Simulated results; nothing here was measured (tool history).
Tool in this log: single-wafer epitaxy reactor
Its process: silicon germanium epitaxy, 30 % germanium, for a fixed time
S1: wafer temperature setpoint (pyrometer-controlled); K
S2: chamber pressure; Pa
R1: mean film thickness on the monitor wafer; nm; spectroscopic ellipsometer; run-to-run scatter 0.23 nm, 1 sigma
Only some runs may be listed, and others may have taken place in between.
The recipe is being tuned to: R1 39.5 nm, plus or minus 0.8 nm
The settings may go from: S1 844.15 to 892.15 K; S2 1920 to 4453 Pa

Run 1, hour 0: S1 868.15 K, S2 3186 Pa. Result: R1 52.92 nm.
Run 2, hour 3.8: S1 864.15 K, S2 3173 Pa. Result: R1 50.941 nm.
Run 3, hour 7.6: S1 869.15 K, S2 3173 Pa. Result: R1 54.426 nm.
Run 4, hour 9.6: S1 869.15 K, S2 3586 Pa. Result: R1 57.343 nm.
Run 5, hour 12.1: S1 863.15 K, S2 3560 Pa. Result: R1 52.226 nm.
Run 6, hour 18.7: S1 859.15 K, S2 3546 Pa. Result: R1 48.812 nm.
Run 7, hour 27.6: S1 856.15 K, S2 3533 Pa. Result: R1 46.013 nm.
Run 8, hour 36.2: S1 854.15 K, S2 3520 Pa. Result: R1 44.501 nm.
Run 9, hour 41.1: S1 852.15 K, S2 3520 Pa. Result: R1 42.858 nm.
Run 10, hour 42.1: S1 851.15 K, S2 3520 Pa. Result: R1 42.562 nm.
Run 11, hour 49.7: S1 850.15 K, S2 3520 Pa. Result: R1 41.679 nm.
Run 12, hour 54.1: S1 849.15 K, S2 3520 Pa. Result: R1 41.132 nm.

Consider the 4 candidate settings below. Which is the only one whose results all fall within their allowed miss of target?
Run A, hour 58.5: S1 845.15 K, S2 3400 Pa. Result: R1 ?.
Run B, hour 58.5: S1 849.15 K, S2 3226 Pa. Result: R1 ?.
Run C, hour 58.5: S1 844.15 K, S2 3613 Pa. Result: R1 ?.
Run D, hour 58.5: S1 845.15 K, S2 3533 Pa. Result: R1 ?.

move      R1
   A  37.328
   B  39.019
   C   37.71
   D  37.977
A: moves the result that the last run missed by most past its target, out the other side
B: meets every target
C: moves the result that the last run missed by most past its target, out the other side
D: moves the result that the last run missed by most past its target, out the other side
The right move is B.
